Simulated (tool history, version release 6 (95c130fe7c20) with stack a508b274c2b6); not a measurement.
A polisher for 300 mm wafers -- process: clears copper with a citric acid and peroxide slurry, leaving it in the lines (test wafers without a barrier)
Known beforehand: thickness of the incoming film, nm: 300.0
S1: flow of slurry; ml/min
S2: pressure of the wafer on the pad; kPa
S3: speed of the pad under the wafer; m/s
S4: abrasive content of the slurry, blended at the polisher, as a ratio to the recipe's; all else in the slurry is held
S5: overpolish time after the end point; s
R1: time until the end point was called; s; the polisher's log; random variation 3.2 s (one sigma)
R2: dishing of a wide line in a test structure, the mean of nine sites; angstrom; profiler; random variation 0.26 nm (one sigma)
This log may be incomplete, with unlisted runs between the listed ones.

run 1 hour=0 | S1=295 S2=16.5 S3=1.08 S4=1 S5=26 | R1=138.62 R2=453.71
run 2 hour=6.7 | S1=295 S2=16.5 S3=0.82 S4=1 S5=26 | R1=180.7 R2=361.57
run 3 hour=7.6 | S1=295 S2=16.5 S3=0.82 S4=1 S5=22 | R1=179.34 R2=311.68
run 4 hour=12 | S1=295 S2=18.6 S3=0.82 S4=1 S5=22 | R1=163.32 R2=340.95
run 5 hour=17.1 | S1=295 S2=18.6 S3=0.82 S4=1 S5=27 | R1=163.42 R2=403.95
run 6 hour=25.6 | S1=350 S2=18.6 S3=0.82 S4=1 S5=27 | R1=162.38 R2=414.24

Run 7, settings as shown, results not yet in. Your forecast:
run 7 hour=28.5 | S1=350 S2=17.9 S3=0.82 S4=1 S5=23 | R1=? R2=?

R1: 168.06 s
R2: 356.03 angstrom
